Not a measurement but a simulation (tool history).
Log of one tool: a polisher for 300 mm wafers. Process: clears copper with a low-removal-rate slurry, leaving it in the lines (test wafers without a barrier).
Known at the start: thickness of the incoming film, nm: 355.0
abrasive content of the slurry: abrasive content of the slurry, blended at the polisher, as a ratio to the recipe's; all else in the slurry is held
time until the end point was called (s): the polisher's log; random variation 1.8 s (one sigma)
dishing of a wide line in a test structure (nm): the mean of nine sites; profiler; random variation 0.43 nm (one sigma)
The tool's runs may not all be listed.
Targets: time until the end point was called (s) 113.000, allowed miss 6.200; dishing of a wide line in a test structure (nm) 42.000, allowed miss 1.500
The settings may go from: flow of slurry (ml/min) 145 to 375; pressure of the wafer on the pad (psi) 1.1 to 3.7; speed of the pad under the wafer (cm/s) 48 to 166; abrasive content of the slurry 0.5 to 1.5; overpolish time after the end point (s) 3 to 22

run	hour	flow of slurry (ml/min)	pressure of the wafer on the pad (psi)	speed of the pad under the wafer (cm/s)	abrasive content of the slurry	overpolish time after the end point (s)	time until the end point was called (s)	dishing of a wide line in a test structure (nm)
1	0.0	240	2.4	106	1.0	11	142.800	24.499
2	5.4	235	2.6	106	1.0	12	131.800	28.121
3	13.0	230	2.7	106	1.0	13	125.050	30.519
4	18.5	235	2.7	108	1.0	14	125.840	33.706
5	19.8	235	2.8	108	1.0	14	122.280	34.501
6	23.1	235	2.9	108	1.0	14	119.480	35.497
7	30.5	240	3.0	108	1.0	14	115.210	36.821
8	37.3	245	3.0	108	1.0	14	118.310	36.739
9	44.3	255	3.1	108	1.0	14	113.990	37.690
10	45.6	265	3.1	108	1.0	14	111.880	38.076
11	50.3	265	3.1	108	1.0	15	107.890	40.122

4 next moves are on the table. One of them brings every result within its allowed miss. Which?
A	55.0	305	3.3	108	1.1	12	?	?
B	55.0	375	2.8	118	0.9	16	?	?
C	55.0	280	3.6	100	1.3	13	?	?
D	55.0	290	3.2	124	1.3	12	?	?

move	time until the end point was called (s)	dishing of a wide line in a test structure (nm)
A	103.280	35.488
B	112.680	41.938
C	99.772	39.373
D	89.292	40.249
A: further off than the last run
B: meets every target
C: further off than the last run
D: further off than the last run
The right move is B.

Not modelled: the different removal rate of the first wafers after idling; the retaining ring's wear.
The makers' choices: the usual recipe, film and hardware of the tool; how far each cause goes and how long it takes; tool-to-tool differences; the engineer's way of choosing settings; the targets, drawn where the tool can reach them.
